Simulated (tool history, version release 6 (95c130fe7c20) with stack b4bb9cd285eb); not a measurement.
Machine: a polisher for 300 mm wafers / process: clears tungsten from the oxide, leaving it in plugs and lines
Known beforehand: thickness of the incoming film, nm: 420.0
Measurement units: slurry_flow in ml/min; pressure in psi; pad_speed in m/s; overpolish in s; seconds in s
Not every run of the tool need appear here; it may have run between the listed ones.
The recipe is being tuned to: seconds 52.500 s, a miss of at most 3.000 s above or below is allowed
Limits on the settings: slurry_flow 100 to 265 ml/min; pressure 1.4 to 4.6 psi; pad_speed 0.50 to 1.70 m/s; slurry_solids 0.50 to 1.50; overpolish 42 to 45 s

run  hour  slurry_flow  pressure  pad_speed  slurry_solids  overpolish  seconds
  1   0.0          170       3.0       1.10           1.00          42   85.149
  2   7.3          170       3.0       1.22           1.00          42   76.722
  3  11.7          170       3.2       1.22           1.00          42   70.549
  4  14.9          170       3.3       1.22           1.00          42   67.862
  5  19.9          170       3.4       1.22           1.00          42   69.732
  6  27.3          140       3.4       1.22           1.00          42   68.825
  7  35.8          140       3.5       1.22           1.00          42   68.891
  8  44.0          140       3.6       1.22           1.00          42   64.356
  9  48.4          140       3.7       1.22           1.00          42   64.490
 10  57.5          140       3.8       1.22           1.00          42   62.240
 11  59.5          140       3.9       1.22           1.00          42   60.622
 12  65.9          140       4.0       1.22           1.00          42   57.681

Consider the 5 candidate settings below. Which is the only one whose results all fall within their allowed miss of target?
  A  72.3          100       3.3       1.48           1.00          45        ?
  B  72.3          120       3.5       1.30           1.15          45        ?
  C  72.3          135       3.9       1.18           1.05          42        ?
  D  72.3          145       4.1       1.12           1.20          42        ?
  E  72.3          165       3.3       1.52           1.35          45        ?

move  seconds
   A   62.405
   B   63.933
   C   63.908
   D   61.880
   E   54.389
A: lands further from the targets than the last run did
B: lands further from the targets than the last run did
C: lands further from the targets than the last run did
D: lands further from the targets than the last run did
E: all results in spec
Move E is the one to make.
